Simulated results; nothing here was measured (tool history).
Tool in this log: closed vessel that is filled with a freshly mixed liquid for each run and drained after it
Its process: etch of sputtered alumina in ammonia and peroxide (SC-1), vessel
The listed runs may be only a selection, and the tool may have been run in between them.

| run | hour | temperature setpoint of the liquid (C) | parts of 29 % ammonia solution to one part of 30 % peroxide (parts by volume) | time in the liquid (s) | thickness taken off the sputtered alumina on a monitor wafer (nm) |
|---|---|---|---|---|---|
| 1 | 0 | 51 | 0.6 | 535 | 16.746 |
| 2 | 1.2 | 51.5 | 0.6 | 535 | 17.197 |
| 3 | 4.7 | 51.5 | 0.7 | 535 | 17.35 |
| 4 | 9.7 | 52 | 0.7 | 535 | 17.729 |
| 5 | 15.8 | 52.5 | 0.7 | 535 | 18.136 |
| 6 | 17.9 | 52.5 | 0.7 | 535 | 18.561 |
| 7 | 19.9 | 53 | 0.7 | 535 | 18.916 |

Predict the results of run 8:
| 8 | 24.9 | 54 | 0.7 | 535 | ? |

{"run 8": {"thickness taken off the sputtered alumina on a monitor wafer (nm)": 20.048}}
